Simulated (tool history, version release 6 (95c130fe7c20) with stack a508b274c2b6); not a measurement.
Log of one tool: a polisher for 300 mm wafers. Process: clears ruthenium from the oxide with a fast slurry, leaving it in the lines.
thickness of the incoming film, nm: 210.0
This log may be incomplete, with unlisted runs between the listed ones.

run,hour,flow of slurry (ml/min),pressure of the wafer on the pad (psi),speed of the pad under the wafer (cm/s),abrasive content of the slurry,overpolish time after the end point (s),time until the end point was called (s),dishing of a wide line in a test structure (angstrom)
1,0,245,3,124,1,26,44.753,874.53
2,3,245,3.3,124,1,21,41.532,791.85
3,4.7,245,3.3,124,0.85,21,44.956,736.03
4,5.8,245,3.9,124,0.85,21,40.454,831.11
5,8.9,285,3.4,144,0.85,17,37.331,734.61
6,12.5,285,2.7,144,0.85,17,44.252,634.57
7,15.4,315,2.8,158,0.75,14,41.56,580.48
8,16.3,335,3,168,0.7,12,39.055,536.13
9,17.8,350,3.3,176,0.65,11,35.969,557.32

Predict the results of run 10:
# hour 20.6: slurry nozzle cleaned
10,20.6,360,3.5,182,0.6,10,?,?

Run 10 yielded time until the end point was called (s) 34.682, dishing of a wide line in a test structure (angstrom) 525.72.
